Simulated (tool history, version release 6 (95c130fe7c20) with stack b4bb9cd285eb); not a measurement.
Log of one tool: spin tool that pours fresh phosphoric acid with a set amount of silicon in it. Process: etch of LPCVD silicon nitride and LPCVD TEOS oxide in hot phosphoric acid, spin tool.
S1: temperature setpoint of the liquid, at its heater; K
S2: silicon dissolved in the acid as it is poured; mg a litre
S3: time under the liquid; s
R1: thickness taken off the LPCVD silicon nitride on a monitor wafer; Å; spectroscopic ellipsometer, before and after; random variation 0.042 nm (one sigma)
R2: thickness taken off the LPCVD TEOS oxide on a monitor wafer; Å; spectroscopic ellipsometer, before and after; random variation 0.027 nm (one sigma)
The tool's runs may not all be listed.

run,hour,S1,S2,S3,R1,R2
1,0.0,437.15,21.0,85,82.126,2.1825
2,2.5,437.15,12.5,85,82.037,2.6164
3,7.6,437.15,18.0,85,82.550,1.7336
4,15.3,438.15,19.5,90,89.728,1.7525
5,19.6,438.15,19.5,60,60.019,1.7126
6,24.8,438.15,11.5,60,60.036,2.0006
7,29.4,438.65,12.0,75,76.264,2.6670

The next listed run, before its measurement:
8,31.9,439.15,15.5,85,?,?

Run 8 gave R1 88.013 Å, R2 2.8152 Å.

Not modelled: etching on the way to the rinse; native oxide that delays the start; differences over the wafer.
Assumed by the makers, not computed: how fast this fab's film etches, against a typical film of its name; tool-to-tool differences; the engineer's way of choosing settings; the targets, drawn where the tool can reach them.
